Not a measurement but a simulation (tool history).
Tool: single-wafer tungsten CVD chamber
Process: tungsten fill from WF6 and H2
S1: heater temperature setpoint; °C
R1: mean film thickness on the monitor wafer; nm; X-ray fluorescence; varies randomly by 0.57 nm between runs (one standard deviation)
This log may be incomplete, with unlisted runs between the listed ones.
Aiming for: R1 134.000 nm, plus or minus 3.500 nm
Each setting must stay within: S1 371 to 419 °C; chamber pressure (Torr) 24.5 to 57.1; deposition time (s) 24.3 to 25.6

Run 1, hour 0.0: S1 395 °C, chamber pressure (Torr) 40.8, deposition time (s) 25.6. Result: R1 84.750 nm.
Run 2, hour 2.2: S1 391 °C, chamber pressure (Torr) 40.8, deposition time (s) 25.6. Result: R1 77.783 nm.
Run 3, hour 3.5: S1 391 °C, chamber pressure (Torr) 36.9, deposition time (s) 25.6. Result: R1 74.805 nm.
Run 4, hour 11.0: S1 396 °C, chamber pressure (Torr) 36.9, deposition time (s) 25.6. Result: R1 83.558 nm.
Run 5, hour 16.5: S1 388 °C, chamber pressure (Torr) 36.9, deposition time (s) 25.6. Result: R1 69.148 nm.
Run 6, hour 25.4: S1 384 °C, chamber pressure (Torr) 36.9, deposition time (s) 25.6. Result: R1 64.271 nm.
Run 7, hour 33.7: S1 389 °C, chamber pressure (Torr) 37.2, deposition time (s) 25.6. Result: R1 71.278 nm.
Run 8, hour 35.9: S1 401 °C, chamber pressure (Torr) 42.7, deposition time (s) 25.6. Result: R1 97.053 nm.
Run 9, hour 41.3: S1 403 °C, chamber pressure (Torr) 42.8, deposition time (s) 25.6. Result: R1 101.370 nm.
Run 10, hour 47.5: S1 403 °C, chamber pressure (Torr) 42.8, deposition time (s) 25.6. Result: R1 102.040 nm.
Run 11, hour 53.9: S1 405 °C, chamber pressure (Torr) 42.9, deposition time (s) 25.6. Result: R1 105.710 nm.
Run 12, hour 57.5: S1 407 °C, chamber pressure (Torr) 43.0, deposition time (s) 25.6. Result: R1 110.650 nm.
Run 13, hour 62.6: S1 407 °C, chamber pressure (Torr) 43.0, deposition time (s) 25.6. Result: R1 110.120 nm.
Run 14, hour 65.3: S1 408 °C, chamber pressure (Torr) 43.1, deposition time (s) 25.6. Result: R1 112.360 nm.
Run 15, hour 72.7: S1 409 °C, chamber pressure (Torr) 43.2, deposition time (s) 25.6. Result: R1 115.250 nm.
Run 16, hour 77.1: S1 410 °C, chamber pressure (Torr) 43.3, deposition time (s) 25.6. Result: R1 117.040 nm.

Exactly one of the 5 candidate moves below puts every result within its allowed miss. Which one?
Run A, hour 81.5: S1 401 °C, chamber pressure (Torr) 52.3, deposition time (s) 24.3. Result: R1 ?.
Run B, hour 81.5: S1 412 °C, chamber pressure (Torr) 35.7, deposition time (s) 24.3. Result: R1 ?.
Run C, hour 81.5: S1 407 °C, chamber pressure (Torr) 37.2, deposition time (s) 24.3. Result: R1 ?.
Run D, hour 81.5: S1 410 °C, chamber pressure (Torr) 47.1, deposition time (s) 25.6. Result: R1 ?.
Run E, hour 81.5: S1 419 °C, chamber pressure (Torr) 40.3, deposition time (s) 25.6. Result: R1 ?.

move       R1
   A   98.891
   B  106.300
   C   98.220
   D  119.610
   E  132.610
A: moves away from the targets compared with the last run
B: moves away from the targets compared with the last run
C: moves away from the targets compared with the last run
D: better than the last run, though not everything is in spec
E: all results land within tolerance of their targets
Correct choice: E, which meets every target

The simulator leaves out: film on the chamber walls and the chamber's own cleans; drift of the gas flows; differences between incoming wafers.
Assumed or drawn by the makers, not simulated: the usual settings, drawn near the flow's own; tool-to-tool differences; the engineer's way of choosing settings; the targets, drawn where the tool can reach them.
